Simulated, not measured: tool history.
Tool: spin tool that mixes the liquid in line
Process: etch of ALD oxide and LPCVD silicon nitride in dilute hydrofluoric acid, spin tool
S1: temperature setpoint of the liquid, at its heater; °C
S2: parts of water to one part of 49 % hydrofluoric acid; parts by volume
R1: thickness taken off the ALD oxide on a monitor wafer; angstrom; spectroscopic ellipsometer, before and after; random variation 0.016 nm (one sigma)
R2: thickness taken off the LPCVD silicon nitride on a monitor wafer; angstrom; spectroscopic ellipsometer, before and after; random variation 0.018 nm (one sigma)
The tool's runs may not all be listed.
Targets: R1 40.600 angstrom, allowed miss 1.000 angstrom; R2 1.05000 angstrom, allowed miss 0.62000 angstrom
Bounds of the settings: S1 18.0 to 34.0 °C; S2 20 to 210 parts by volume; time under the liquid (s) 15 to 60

Run 1, hour 0.0: S1 26.0 °C, S2 115 parts by volume, time under the liquid (s) 30. Result: R1 76.535 angstrom, R2 2.22190 angstrom.
Run 2, hour 3.8: S1 23.5 °C, S2 125 parts by volume, time under the liquid (s) 30. Result: R1 63.339 angstrom, R2 1.52020 angstrom.
Run 3, hour 6.5: S1 25.0 °C, S2 125 parts by volume, time under the liquid (s) 30. Result: R1 66.341 angstrom, R2 1.67840 angstrom.
Run 4, hour 8.4: S1 27.0 °C, S2 125 parts by volume, time under the liquid (s) 30. Result: R1 71.813 angstrom, R2 2.05860 angstrom.
Run 5, hour 14.7: S1 24.5 °C, S2 135 parts by volume, time under the liquid (s) 30. Result: R1 59.673 angstrom, R2 1.58600 angstrom.
Run 6, hour 23.7: S1 23.0 °C, S2 135 parts by volume, time under the liquid (s) 30. Result: R1 56.413 angstrom, R2 1.47190 angstrom.
Run 7, hour 31.0: S1 21.5 °C, S2 140 parts by volume, time under the liquid (s) 30. Result: R1 51.109 angstrom, R2 1.07280 angstrom.
Run 8, hour 33.8: S1 21.0 °C, S2 145 parts by volume, time under the liquid (s) 30. Result: R1 48.220 angstrom, R2 1.05530 angstrom.
Run 9, hour 38.2: S1 20.5 °C, S2 150 parts by volume, time under the liquid (s) 30. Result: R1 45.414 angstrom, R2 0.70185 angstrom.
Run 10, hour 41.7: S1 21.0 °C, S2 155 parts by volume, time under the liquid (s) 30. Result: R1 44.461 angstrom, R2 0.85229 angstrom.
Run 11, hour 46.8: S1 20.5 °C, S2 160 parts by volume, time under the liquid (s) 30. Result: R1 41.767 angstrom, R2 0.77012 angstrom.

Which of these 4 next moves meets every target?
Run A, hour 51.9: S1 22.0 °C, S2 115 parts by volume, time under the liquid (s) 20. Result: R1 ?, R2 ?.
Run B, hour 51.9: S1 23.5 °C, S2 180 parts by volume, time under the liquid (s) 30. Result: R1 ?, R2 ?.
Run C, hour 51.9: S1 34.0 °C, S2 170 parts by volume, time under the liquid (s) 20. Result: R1 ?, R2 ?.
Run D, hour 51.9: S1 23.0 °C, S2 145 parts by volume, time under the liquid (s) 25. Result: R1 ?, R2 ?.

move      R1       R2
   A  43.517  0.90948
   B  41.112  0.96804
   C  42.757  1.30020
   D  43.372  0.96675
A: further off than the last run
B: meets every target
C: further off than the last run
D: further off than the last run
Move B is the one to make.

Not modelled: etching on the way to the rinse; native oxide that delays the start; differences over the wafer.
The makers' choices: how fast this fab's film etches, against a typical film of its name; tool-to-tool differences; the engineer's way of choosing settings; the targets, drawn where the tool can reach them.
